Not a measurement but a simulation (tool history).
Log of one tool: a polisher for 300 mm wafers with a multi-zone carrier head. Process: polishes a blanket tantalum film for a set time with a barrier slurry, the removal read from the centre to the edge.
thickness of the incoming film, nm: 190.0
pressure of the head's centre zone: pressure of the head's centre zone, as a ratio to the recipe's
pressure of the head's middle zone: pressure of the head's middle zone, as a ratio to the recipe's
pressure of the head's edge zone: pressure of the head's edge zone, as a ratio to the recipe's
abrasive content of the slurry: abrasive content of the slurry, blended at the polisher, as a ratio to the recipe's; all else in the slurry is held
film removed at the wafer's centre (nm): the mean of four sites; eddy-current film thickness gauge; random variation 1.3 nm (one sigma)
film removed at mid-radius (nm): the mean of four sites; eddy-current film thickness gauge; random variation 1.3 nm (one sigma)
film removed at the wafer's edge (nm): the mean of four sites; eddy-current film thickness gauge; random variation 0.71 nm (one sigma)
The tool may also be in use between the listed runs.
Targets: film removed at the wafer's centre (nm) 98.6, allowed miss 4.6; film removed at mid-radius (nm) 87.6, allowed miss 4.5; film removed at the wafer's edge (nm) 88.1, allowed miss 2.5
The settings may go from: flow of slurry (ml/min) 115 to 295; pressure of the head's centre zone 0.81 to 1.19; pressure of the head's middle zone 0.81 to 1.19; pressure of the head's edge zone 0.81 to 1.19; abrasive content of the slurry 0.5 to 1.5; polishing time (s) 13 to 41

| run | hour | flow of slurry (ml/min) | pressure of the head's centre zone | pressure of the head's middle zone | pressure of the head's edge zone | abrasive content of the slurry | polishing time (s) | film removed at the wafer's centre (nm) | film removed at mid-radius (nm) | film removed at the wafer's edge (nm) |
|---|---|---|---|---|---|---|---|---|---|---|
| 1 | 0 | 190 | 1 | 1 | 1 | 1 | 27 | 76.735 | 79.339 | 76.866 |
| 2 | 6.2 | 200 | 1.04 | 1 | 1.03 | 1.05 | 27 | 83.447 | 80.327 | 78.535 |
| 3 | 12.6 | 210 | 1.05 | 1 | 1.06 | 1.1 | 27 | 85.208 | 82.005 | 82.765 |
| 4 | 20.5 | 220 | 1.07 | 1.01 | 1.07 | 1.1 | 27 | 85.675 | 83.256 | 82.171 |
| 5 | 22.9 | 220 | 1.09 | 1.01 | 1.08 | 1.15 | 27 | 89.774 | 81.914 | 84.27 |
| 6 | 30.7 | 220 | 1.09 | 1.01 | 1.08 | 1 | 27 | 84.329 | 79.963 | 81.108 |
| 7 | 32.9 | 225 | 1.11 | 1.02 | 1.09 | 1.05 | 27 | 87.368 | 82.908 | 83.003 |
| 8 | 34.2 | 225 | 1.11 | 1.02 | 1.09 | 1.05 | 27 | 89.167 | 84.79 | 82.781 |
| 9 | 37.1 | 230 | 1.13 | 1.02 | 1.1 | 1.1 | 27 | 94.201 | 83.939 | 84.147 |
| 10 | 40.8 | 235 | 1.13 | 1.03 | 1.11 | 1.1 | 27 | 92.866 | 84.718 | 83.453 |
| 11 | 49.6 | 235 | 1.13 | 1.03 | 1.12 | 1.15 | 27 | 94.39 | 86.961 | 86.847 |

4 next moves are on the table. One of them brings every result within its allowed miss. Which?
| A | 58.4 | 240 | 1.05 | 1.02 | 1.13 | 1.2 | 27 | ? | ? | ? |
| B | 58.4 | 275 | 1.07 | 1.08 | 1.19 | 0.85 | 30 | ? | ? | ? |
| C | 58.4 | 255 | 1.09 | 1.16 | 1.14 | 1.2 | 26 | ? | ? | ? |
| D | 58.4 | 185 | 1.12 | 0.98 | 1.01 | 1.05 | 30 | ? | ? | ? |

| move | film removed at the wafer's centre (nm) | film removed at mid-radius (nm) | film removed at the wafer's edge (nm) |
|---|---|---|---|
| A | 86.805 | 87.031 | 87.448 |
| B | 89.543 | 92.284 | 90.392 |
| C | 87.432 | 94.058 | 84.79 |
| D | 96.237 | 87.695 | 86.824 |
A: further off than the last run
B: further off than the last run
C: further off than the last run
D: meets every target
Answer: D
